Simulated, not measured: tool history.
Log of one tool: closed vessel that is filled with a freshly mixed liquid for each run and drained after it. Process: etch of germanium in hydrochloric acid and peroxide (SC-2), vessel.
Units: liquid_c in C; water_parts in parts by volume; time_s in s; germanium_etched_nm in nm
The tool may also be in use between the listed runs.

{"run": 1, "hour": 0.0, "liquid_c": 61, "water_parts": 10, "time_s": 105, "germanium_etched_nm": 161.92}
{"run": 2, "hour": 4.9, "liquid_c": 64, "water_parts": 10, "time_s": 105, "germanium_etched_nm": 177.43}
{"run": 3, "hour": 9.1, "liquid_c": 64, "water_parts": 12, "time_s": 105, "germanium_etched_nm": 174.08}
{"run": 4, "hour": 16.1, "liquid_c": 66, "water_parts": 12, "time_s": 105, "germanium_etched_nm": 184.51}
{"run": 5, "hour": 17.7, "liquid_c": 69, "water_parts": 12, "time_s": 105, "germanium_etched_nm": 197.07}
{"run": 6, "hour": 20.5, "liquid_c": 66, "water_parts": 12, "time_s": 105, "germanium_etched_nm": 183.02}
{"run": 7, "hour": 28.5, "liquid_c": 68, "water_parts": 12, "time_s": 105, "germanium_etched_nm": 195.02}

Run 8 comes next. What will it give?
{"run": 8, "hour": 32.0, "liquid_c": 69, "water_parts": 12, "time_s": 105, "germanium_etched_nm": "?"}

Run 8 measured germanium_etched_nm 199.84 nm.

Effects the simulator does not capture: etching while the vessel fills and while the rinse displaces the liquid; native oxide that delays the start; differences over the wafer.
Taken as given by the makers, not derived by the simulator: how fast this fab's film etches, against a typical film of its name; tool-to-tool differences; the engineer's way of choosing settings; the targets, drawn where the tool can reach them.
